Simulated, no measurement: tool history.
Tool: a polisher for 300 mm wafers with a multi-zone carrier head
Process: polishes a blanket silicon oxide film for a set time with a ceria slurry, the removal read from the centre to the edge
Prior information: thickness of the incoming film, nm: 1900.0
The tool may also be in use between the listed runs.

run,day,flow of slurry (ml/min),pressure of the head's centre zone,pressure of the head's middle zone,pressure of the head's edge zone,polishing time (s),film removed at the wafer's centre (angstrom),film removed at mid-radius (angstrom),film removed at the wafer's edge (angstrom)
1,0.000,250,1.00,1.00,1.00,65,2614.5,2501.0,2619.8
2,0.112,250,0.92,1.00,1.00,65,2454.6,2473.7,2604.6
3,0.471,250,0.96,1.00,1.00,65,2510.4,2543.9,2592.8
4,0.746,265,1.01,0.95,1.06,72,2891.7,2653.8,2983.7
# day 0.921: slurry nozzle cleaned
5,0.921,275,1.06,0.93,1.10,77,3249.6,2867.9,3293.9
6,0.962,275,1.06,0.93,1.10,92,3925.3,3424.9,3922.6

What will run 7 give?
7,1.050,270,1.07,0.90,1.11,92,?,?,?

film removed at the wafer's centre (angstrom): 3893.7
film removed at mid-radius (angstrom): 3375.7
film removed at the wafer's edge (angstrom): 3929.4
